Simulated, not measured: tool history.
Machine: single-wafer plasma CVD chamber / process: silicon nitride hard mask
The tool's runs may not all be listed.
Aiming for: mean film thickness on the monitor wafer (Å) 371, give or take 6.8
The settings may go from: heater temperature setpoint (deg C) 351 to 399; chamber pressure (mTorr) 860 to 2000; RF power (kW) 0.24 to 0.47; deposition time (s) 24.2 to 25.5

run	hour	heater temperature setpoint (deg C)	chamber pressure (mTorr)	RF power (kW)	deposition time (s)	mean film thickness on the monitor wafer (Å)
1	0	375	1430	0.355	25.5	329.72
2	1.4	375	1430	0.355	24.2	311.94
3	10.2	375	1310	0.355	24.2	300.19
4	19	382	1310	0.355	24.2	300.92
5	24.1	382	1410	0.355	24.2	309.88
6	29.4	382	1410	0.315	24.2	296.06
7	35.9	382	1490	0.32	24.3	306.58
8	37.5	382	1490	0.32	24.3	306.48
9	38.1	382	1560	0.325	24.3	314.88
10	46.4	382	1850	0.375	24.6	359.29
11	49.6	382	1870	0.375	24.6	359.74
12	58.3	382	1890	0.375	24.6	361.31

Of the 4 settings listed for the next run, only one would bring every result within its allowed miss of target. Which one?
A	67	385	1890	0.37	24.2	?
B	67	385	1690	0.365	25	?
C	67	394	1990	0.32	24.9	?
D	67	389	2000	0.36	25.4	?

move	mean film thickness on the monitor wafer (Å)
A	353.18
B	348.35
C	348.43
D	373.18
A: the biggest miss grows against the last run
B: the biggest miss grows against the last run
C: the biggest miss grows against the last run
D: every result within its allowed miss
Answer: D
